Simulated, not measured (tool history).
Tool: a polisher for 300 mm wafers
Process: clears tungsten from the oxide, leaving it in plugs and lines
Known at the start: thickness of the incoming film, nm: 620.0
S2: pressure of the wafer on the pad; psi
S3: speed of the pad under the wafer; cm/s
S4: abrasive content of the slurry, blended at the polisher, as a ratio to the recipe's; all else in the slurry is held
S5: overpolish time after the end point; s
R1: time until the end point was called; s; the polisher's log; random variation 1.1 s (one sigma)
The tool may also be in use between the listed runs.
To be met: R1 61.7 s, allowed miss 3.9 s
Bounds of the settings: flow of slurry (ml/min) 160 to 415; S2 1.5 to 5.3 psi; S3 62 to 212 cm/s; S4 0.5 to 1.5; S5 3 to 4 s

run 1 hour=0 | flow_of_slurry_(ml/min)=265 S2=3.4 S3=136 S4=1 S5=4 | R1=101.57
run 2 hour=5.5 | flow_of_slurry_(ml/min)=265 S2=3.8 S3=138 S4=1 S5=4 | R1=89.861
run 3 hour=8.5 | flow_of_slurry_(ml/min)=265 S2=4.1 S3=140 S4=1 S5=4 | R1=83.529
run 4 hour=17.1 | flow_of_slurry_(ml/min)=265 S2=4.1 S3=140 S4=1.2 S5=4 | R1=82.124
run 5 hour=22.7 | flow_of_slurry_(ml/min)=265 S2=4.1 S3=116 S4=1.2 S5=4 | R1=97.178
run 6 hour=31.1 | flow_of_slurry_(ml/min)=310 S2=4.1 S3=116 S4=1.2 S5=4 | R1=95.172
run 7 hour=33.1 | flow_of_slurry_(ml/min)=310 S2=4.4 S3=122 S4=1.2 S5=4 | R1=84.553
run 8 hour=35.2 | flow_of_slurry_(ml/min)=310 S2=4.6 S3=126 S4=1.2 S5=4 | R1=80.566
run 9 hour=37.6 | flow_of_slurry_(ml/min)=310 S2=4.8 S3=132 S4=1.2 S5=4 | R1=71.678
run 10 hour=46 | flow_of_slurry_(ml/min)=310 S2=4.8 S3=132 S4=1.2 S5=4 | R1=72.434

Which of these 5 next moves meets every target?
run A hour=54.4 | flow_of_slurry_(ml/min)=310 S2=4.5 S3=142 S4=1.1 S5=3 | R1=?
run B hour=54.4 | flow_of_slurry_(ml/min)=275 S2=4.5 S3=112 S4=1.3 S5=3 | R1=?
run C hour=54.4 | flow_of_slurry_(ml/min)=360 S2=4.6 S3=130 S4=0.95 S5=4 | R1=?
run D hour=54.4 | flow_of_slurry_(ml/min)=320 S2=5.1 S3=124 S4=1.05 S5=4 | R1=?
run E hour=54.4 | flow_of_slurry_(ml/min)=295 S2=5 S3=148 S4=1.2 S5=4 | R1=?

move=A R1=71.456
move=B R1=85.205
move=C R1=77.125
move=D R1=71.643
move=E R1=61.195
A: nearer than the last run, and not there yet
B: further off than the last run
C: further off than the last run
D: nearer than the last run, and not there yet
E: meets every target
Move E is the one to make.
